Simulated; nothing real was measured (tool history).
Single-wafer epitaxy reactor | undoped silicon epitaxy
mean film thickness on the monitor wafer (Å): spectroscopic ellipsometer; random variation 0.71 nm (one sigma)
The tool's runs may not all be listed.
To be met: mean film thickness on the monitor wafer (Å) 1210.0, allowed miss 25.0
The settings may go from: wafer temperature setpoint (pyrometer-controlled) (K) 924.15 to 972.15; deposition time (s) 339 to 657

| run | hour | wafer temperature setpoint (pyrometer-controlled) (K) | deposition time (s) | mean film thickness on the monitor wafer (Å) |
|---|---|---|---|---|
| 1 | 0.0 | 948.15 | 498 | 1345.8 |
| 2 | 6.8 | 948.15 | 529 | 1445.3 |
| 3 | 9.1 | 948.15 | 477 | 1303.3 |
| 4 | 16.8 | 947.15 | 477 | 1299.7 |
| 5 | 24.2 | 947.15 | 512 | 1377.4 |
| 6 | 29.8 | 947.15 | 552 | 1483.3 |
| 7 | 32.4 | 944.15 | 551 | 1391.0 |
| 8 | 40.8 | 942.15 | 551 | 1354.1 |
| 9 | 48.9 | 940.15 | 551 | 1297.5 |
| 10 | 54.3 | 939.15 | 551 | 1284.0 |
| 11 | 61.2 | 938.15 | 551 | 1255.5 |

Which of these 5 next moves meets every target?
| A | 68.1 | 937.15 | 588 | ? |
| B | 68.1 | 938.15 | 567 | ? |
| C | 68.1 | 937.15 | 524 | ? |
| D | 68.1 | 949.15 | 474 | ? |
| E | 68.1 | 938.15 | 529 | ? |

| move | mean film thickness on the monitor wafer (Å) |
|---|---|
| A | 1315.1 |
| B | 1291.8 |
| C | 1171.9 |
| D | 1321.2 |
| E | 1205.2 |
A: further off than the last run
B: further off than the last run
C: takes the result that was furthest off past its target
D: further off than the last run
E: meets every target
Answer: E

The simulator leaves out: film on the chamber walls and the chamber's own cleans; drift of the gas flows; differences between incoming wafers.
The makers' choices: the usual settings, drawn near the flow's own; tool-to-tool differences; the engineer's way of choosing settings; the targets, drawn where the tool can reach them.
